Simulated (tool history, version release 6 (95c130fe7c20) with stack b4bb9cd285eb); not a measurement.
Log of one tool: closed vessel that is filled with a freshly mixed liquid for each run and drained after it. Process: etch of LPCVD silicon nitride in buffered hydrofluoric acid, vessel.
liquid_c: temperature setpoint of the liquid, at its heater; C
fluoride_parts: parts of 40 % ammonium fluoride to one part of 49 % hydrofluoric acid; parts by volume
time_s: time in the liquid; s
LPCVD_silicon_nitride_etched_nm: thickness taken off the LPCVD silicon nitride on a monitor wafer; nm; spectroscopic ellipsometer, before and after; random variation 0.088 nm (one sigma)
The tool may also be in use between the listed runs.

run,hour,liquid_c,fluoride_parts,time_s,LPCVD_silicon_nitride_etched_nm
1,0,24,11.5,1385,19.058
2,7.5,26,11.5,1385,21.218
3,16.2,26,11.5,1490,22.999
4,20.6,23.5,12.5,1490,18.566
5,26.3,22,13,1490,16.385
6,33.6,20,13,1490,14.537
7,42.1,19,13,1490,13.834
8,44.6,18.5,13,1490,13.314

The next listed run, before its measurement:
9,49.4,18,13,1490,?

Run 9 gave LPCVD_silicon_nitride_etched_nm 13.027 nm.
